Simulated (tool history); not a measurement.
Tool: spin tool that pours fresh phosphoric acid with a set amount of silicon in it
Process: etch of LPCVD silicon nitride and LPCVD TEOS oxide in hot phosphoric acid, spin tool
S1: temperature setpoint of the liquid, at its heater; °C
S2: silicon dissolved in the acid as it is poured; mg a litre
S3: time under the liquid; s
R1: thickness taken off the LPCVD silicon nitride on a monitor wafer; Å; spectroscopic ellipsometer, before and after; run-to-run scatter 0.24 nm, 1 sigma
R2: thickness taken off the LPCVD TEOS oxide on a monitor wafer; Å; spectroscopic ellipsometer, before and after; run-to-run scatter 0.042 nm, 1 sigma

run  hour     S1    S2   S3      R1      R2
  1     0    164    20  180  172.75  6.4182
  2   7.9  164.5    23  195  187.74  7.0915
  3  14.4  164.5    29  195  189.68  5.5677
  4  23.4  165.5    29  195   198.4  5.9614
  5  24.3  167.5    29  195  209.91  7.4415
  6  26.2  167.5    29  120  130.74  4.4913
  7  28.3  167.5  30.5  145  157.91  5.1908
  8  34.9  167.5    32  165  177.12  5.1082

Run 9 is up next; what results do you expect?
  9  37.1  167.5  32.5  180   ?   ?

R1: 193.64 Å
R2: 5.5973 Å

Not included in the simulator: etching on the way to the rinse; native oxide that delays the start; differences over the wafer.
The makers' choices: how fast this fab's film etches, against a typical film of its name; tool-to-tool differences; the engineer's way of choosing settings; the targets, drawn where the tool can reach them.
